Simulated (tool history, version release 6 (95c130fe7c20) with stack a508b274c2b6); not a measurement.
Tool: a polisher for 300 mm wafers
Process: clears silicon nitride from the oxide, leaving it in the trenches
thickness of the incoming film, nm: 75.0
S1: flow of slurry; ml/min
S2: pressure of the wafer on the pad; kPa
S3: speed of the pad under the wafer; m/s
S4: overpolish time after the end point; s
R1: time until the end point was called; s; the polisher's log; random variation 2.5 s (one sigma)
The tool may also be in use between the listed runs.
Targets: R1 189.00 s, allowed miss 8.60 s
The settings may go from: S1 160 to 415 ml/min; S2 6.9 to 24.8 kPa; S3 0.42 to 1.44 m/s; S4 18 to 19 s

run	hour	S1	S2	S3	S4	R1
1	0.0	265	15.9	0.92	18	130.26
2	7.1	265	14.5	0.92	18	142.02
3	8.4	265	14.5	0.92	18	141.45
4	12.6	265	14.5	0.92	18	140.20
5	21.4	265	13.8	0.92	18	148.07
6	28.3	265	16.5	0.92	18	125.63
7	34.2	265	12.4	0.88	18	171.34
8	36.4	265	11.7	0.88	18	175.32

5 next moves are on the table. One of them brings every result within its allowed miss. Which?
A	38.6	270	12.4	0.78	19	?
B	38.6	275	11.7	1.00	19	?
C	38.6	320	14.5	0.80	18	?
D	38.6	315	15.9	0.72	19	?
E	38.6	235	11.0	1.06	19	?

move	R1
A	190.51
B	157.90
C	157.56
D	159.91
E	161.05
A: meets every target
B: further off than the last run
C: further off than the last run
D: further off than the last run
E: further off than the last run
Move A is the one to make.
